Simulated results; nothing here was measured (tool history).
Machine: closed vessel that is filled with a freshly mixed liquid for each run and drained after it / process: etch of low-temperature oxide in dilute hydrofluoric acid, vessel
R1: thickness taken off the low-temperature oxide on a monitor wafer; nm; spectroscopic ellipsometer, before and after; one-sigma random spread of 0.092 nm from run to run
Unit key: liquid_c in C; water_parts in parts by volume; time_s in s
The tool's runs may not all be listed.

{"run": 1, "hour": 0.0, "liquid_c": 21.0, "water_parts": 205, "time_s": 305, "R1": 19.123}
{"run": 2, "hour": 6.6, "liquid_c": 21.0, "water_parts": 205, "time_s": 325, "R1": 20.743}
{"run": 3, "hour": 15.6, "liquid_c": 20.5, "water_parts": 215, "time_s": 325, "R1": 18.917}
{"run": 4, "hour": 24.5, "liquid_c": 20.0, "water_parts": 220, "time_s": 325, "R1": 18.258}
{"run": 5, "hour": 30.2, "liquid_c": 18.5, "water_parts": 220, "time_s": 325, "R1": 17.034}
{"run": 6, "hour": 37.7, "liquid_c": 18.5, "water_parts": 150, "time_s": 325, "R1": 27.104}
{"run": 7, "hour": 38.7, "liquid_c": 18.5, "water_parts": 165, "time_s": 325, "R1": 24.262}

Run 8 comes next. What will it give?
{"run": 8, "hour": 44.7, "liquid_c": 18.5, "water_parts": 180, "time_s": 325, "R1": "?"}

Run 8 yielded R1 21.990 nm.
